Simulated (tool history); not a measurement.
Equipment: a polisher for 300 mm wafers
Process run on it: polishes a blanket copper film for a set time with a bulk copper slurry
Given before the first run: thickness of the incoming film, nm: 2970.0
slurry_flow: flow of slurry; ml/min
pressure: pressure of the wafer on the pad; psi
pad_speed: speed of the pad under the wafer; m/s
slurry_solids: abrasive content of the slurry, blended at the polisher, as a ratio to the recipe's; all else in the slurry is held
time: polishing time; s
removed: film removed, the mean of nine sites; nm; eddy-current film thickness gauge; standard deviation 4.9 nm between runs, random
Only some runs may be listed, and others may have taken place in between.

run  hour  slurry_flow  pressure  pad_speed  slurry_solids  time  removed
  1   0.0          130       2.1       0.94            1.0    86   630.87
  2   7.9          130       2.1       0.94            1.1    86   645.90
  3  14.4          130       2.5       0.94            1.1    86   790.17
  4  17.0          130       2.3       0.94            1.1    86   700.07
  5  25.8          130       2.2       0.94            1.1    86   698.16
  6  27.2          130       2.2       0.94            1.1    86   692.26

Predict the results of run 7:
  7  35.6          120       1.6       0.88            1.1    86        ?

removed: 478.03 nm

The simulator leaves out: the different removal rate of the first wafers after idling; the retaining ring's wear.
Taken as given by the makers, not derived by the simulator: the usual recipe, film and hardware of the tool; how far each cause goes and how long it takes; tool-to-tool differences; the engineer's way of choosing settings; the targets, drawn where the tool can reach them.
